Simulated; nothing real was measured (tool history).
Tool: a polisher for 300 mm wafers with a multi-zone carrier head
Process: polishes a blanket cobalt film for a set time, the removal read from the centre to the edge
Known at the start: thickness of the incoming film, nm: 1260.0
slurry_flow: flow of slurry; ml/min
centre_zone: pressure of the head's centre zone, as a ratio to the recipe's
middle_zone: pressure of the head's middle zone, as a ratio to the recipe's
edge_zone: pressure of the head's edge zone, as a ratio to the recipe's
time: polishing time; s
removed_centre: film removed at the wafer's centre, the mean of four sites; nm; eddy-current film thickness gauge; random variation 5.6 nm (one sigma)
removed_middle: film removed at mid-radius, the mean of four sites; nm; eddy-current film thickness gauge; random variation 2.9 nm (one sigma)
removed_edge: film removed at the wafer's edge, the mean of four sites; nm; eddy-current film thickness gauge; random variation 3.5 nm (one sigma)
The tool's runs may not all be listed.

{"run": 1, "hour": 0.0, "slurry_flow": 155, "centre_zone": 1, "middle_zone": 1, "edge_zone": 1, "time": 59, "removed_centre": 442.94, "removed_middle": 442.35, "removed_edge": 460.55}
{"run": 2, "hour": 5.4, "slurry_flow": 155, "centre_zone": 1, "middle_zone": 0.96, "edge_zone": 1, "time": 59, "removed_centre": 451.94, "removed_middle": 430.8, "removed_edge": 461.16}
{"run": 3, "hour": 7.3, "slurry_flow": 155, "centre_zone": 1, "middle_zone": 0.96, "edge_zone": 1, "time": 50, "removed_centre": 369.46, "removed_middle": 366.87, "removed_edge": 389.75}
{"run": 4, "hour": 15.3, "slurry_flow": 155, "centre_zone": 1, "middle_zone": 0.96, "edge_zone": 1, "time": 64, "removed_centre": 486.67, "removed_middle": 465.75, "removed_edge": 492.56}
{"run": 5, "hour": 18.5, "slurry_flow": 145, "centre_zone": 1, "middle_zone": 0.92, "edge_zone": 1, "time": 63, "removed_centre": 454.91, "removed_middle": 438.64, "removed_edge": 485.47}
{"run": 6, "hour": 21.2, "slurry_flow": 145, "centre_zone": 0.92, "middle_zone": 0.92, "edge_zone": 1, "time": 63, "removed_centre": 426.29, "removed_middle": 439.57, "removed_edge": 484.84}

Run 7 comes next. What will it give?
{"run": 7, "hour": 24.2, "slurry_flow": 105, "centre_zone": 1.02, "middle_zone": 0.82, "edge_zone": 0.9, "time": 60, "removed_centre": "?", "removed_middle": "?", "removed_edge": "?"}

{"run 7": {"removed_centre": 398.97, "removed_middle": 346.43, "removed_edge": 416.62}}
